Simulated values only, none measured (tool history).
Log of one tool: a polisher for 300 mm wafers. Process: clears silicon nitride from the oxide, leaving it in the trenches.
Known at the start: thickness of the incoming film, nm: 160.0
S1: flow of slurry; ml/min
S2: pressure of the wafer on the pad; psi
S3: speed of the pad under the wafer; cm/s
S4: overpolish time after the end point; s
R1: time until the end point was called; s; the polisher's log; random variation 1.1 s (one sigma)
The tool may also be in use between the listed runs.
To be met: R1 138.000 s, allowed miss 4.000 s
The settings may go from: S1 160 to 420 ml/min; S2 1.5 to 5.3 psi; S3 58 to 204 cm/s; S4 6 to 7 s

Run 1, day 0.000: S1 270 ml/min, S2 3.4 psi, S3 130 cm/s, S4 7 s. Result: R1 98.791 s.
Run 2, day 0.242: S1 270 ml/min, S2 2.7 psi, S3 130 cm/s, S4 7 s. Result: R1 115.430 s.
Run 3, day 0.296: S1 210 ml/min, S2 2.7 psi, S3 130 cm/s, S4 7 s. Result: R1 117.900 s.
Run 4, day 0.517: S1 210 ml/min, S2 2.7 psi, S3 130 cm/s, S4 7 s. Result: R1 118.640 s.
Run 5, day 0.767: S1 245 ml/min, S2 2.7 psi, S3 130 cm/s, S4 7 s. Result: R1 116.060 s.
Run 6, day 1.125: S1 245 ml/min, S2 2.5 psi, S3 130 cm/s, S4 7 s. Result: R1 120.660 s.
Run 7, day 1.150: S1 240 ml/min, S2 2.3 psi, S3 130 cm/s, S4 7 s. Result: R1 128.540 s.
Run 8, day 1.346: S1 240 ml/min, S2 2.2 psi, S3 130 cm/s, S4 7 s. Result: R1 129.870 s.

Which of these 4 next moves meets every target?
Run A, day 1.542: S1 265 ml/min, S2 2.1 psi, S3 124 cm/s, S4 6 s. Result: R1 ?.
Run B, day 1.542: S1 265 ml/min, S2 2.4 psi, S3 136 cm/s, S4 7 s. Result: R1 ?.
Run C, day 1.542: S1 335 ml/min, S2 1.8 psi, S3 160 cm/s, S4 7 s. Result: R1 ?.
Run D, day 1.542: S1 235 ml/min, S2 2.5 psi, S3 130 cm/s, S4 6 s. Result: R1 ?.

move       R1
   A  137.950
   B  119.180
   C  119.300
   D  122.180
A: meets every target
B: further off than the last run
C: further off than the last run
D: further off than the last run
Answer: A
